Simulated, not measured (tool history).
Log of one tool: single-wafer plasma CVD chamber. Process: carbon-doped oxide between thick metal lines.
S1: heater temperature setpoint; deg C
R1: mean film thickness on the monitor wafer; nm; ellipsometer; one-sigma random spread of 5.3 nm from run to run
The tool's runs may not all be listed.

{"run": 1, "hour": 0.0, "S1": 330, "chamber pressure (Pa)": 717, "RF power (W)": 615, "deposition time (s)": 171, "R1": 953.17}
{"run": 2, "hour": 4.7, "S1": 330, "chamber pressure (Pa)": 823, "RF power (W)": 615, "deposition time (s)": 171, "R1": 974.41}
{"run": 3, "hour": 6.1, "S1": 327, "chamber pressure (Pa)": 867, "RF power (W)": 625, "deposition time (s)": 171, "R1": 1016}
{"run": 4, "hour": 12.9, "S1": 324, "chamber pressure (Pa)": 883, "RF power (W)": 625, "deposition time (s)": 171, "R1": 1030.6}
{"run": 5, "hour": 17.0, "S1": 322, "chamber pressure (Pa)": 897, "RF power (W)": 625, "deposition time (s)": 171, "R1": 1031}
{"run": 6, "hour": 24.3, "S1": 320, "chamber pressure (Pa)": 924, "RF power (W)": 630, "deposition time (s)": 171, "R1": 1051.6}
{"run": 7, "hour": 32.2, "S1": 319, "chamber pressure (Pa)": 940, "RF power (W)": 630, "deposition time (s)": 171, "R1": 1062.9}

What will run 8 give?
{"run": 8, "hour": 38.7, "S1": 318, "chamber pressure (Pa)": 949, "RF power (W)": 630, "deposition time (s)": 171, "R1": "?"}

R1: 1059.1 nm

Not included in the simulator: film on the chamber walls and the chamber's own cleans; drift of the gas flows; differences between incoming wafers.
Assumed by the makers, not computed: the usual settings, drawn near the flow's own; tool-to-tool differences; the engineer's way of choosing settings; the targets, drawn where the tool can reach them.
